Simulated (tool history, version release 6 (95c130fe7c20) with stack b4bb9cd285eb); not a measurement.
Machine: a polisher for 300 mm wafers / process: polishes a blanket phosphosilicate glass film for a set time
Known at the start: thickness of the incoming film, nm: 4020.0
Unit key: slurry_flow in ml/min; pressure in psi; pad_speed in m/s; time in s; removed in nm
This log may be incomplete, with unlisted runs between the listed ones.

| run | hour | slurry_flow | pressure | pad_speed | slurry_solids | time | removed |
|---|---|---|---|---|---|---|---|
| 1 | 0.0 | 210 | 3.7 | 0.82 | 1.0 | 88 | 630.35 |
| 2 | 3.9 | 210 | 3.7 | 0.82 | 1.0 | 88 | 635.75 |
| 3 | 6.4 | 215 | 4.2 | 0.82 | 1.0 | 88 | 709.32 |
| 4 | 10.2 | 215 | 4.5 | 0.82 | 1.0 | 88 | 756.82 |
| 5 | 11.7 | 215 | 4.8 | 0.82 | 1.0 | 88 | 811.73 |
| 6 | 15.5 | 220 | 5.0 | 0.82 | 1.0 | 88 | 845.39 |

Expected results for the next run?
| 7 | 18.7 | 220 | 5.0 | 0.82 | 1.0 | 88 | ? |

removed: 841.85 nm

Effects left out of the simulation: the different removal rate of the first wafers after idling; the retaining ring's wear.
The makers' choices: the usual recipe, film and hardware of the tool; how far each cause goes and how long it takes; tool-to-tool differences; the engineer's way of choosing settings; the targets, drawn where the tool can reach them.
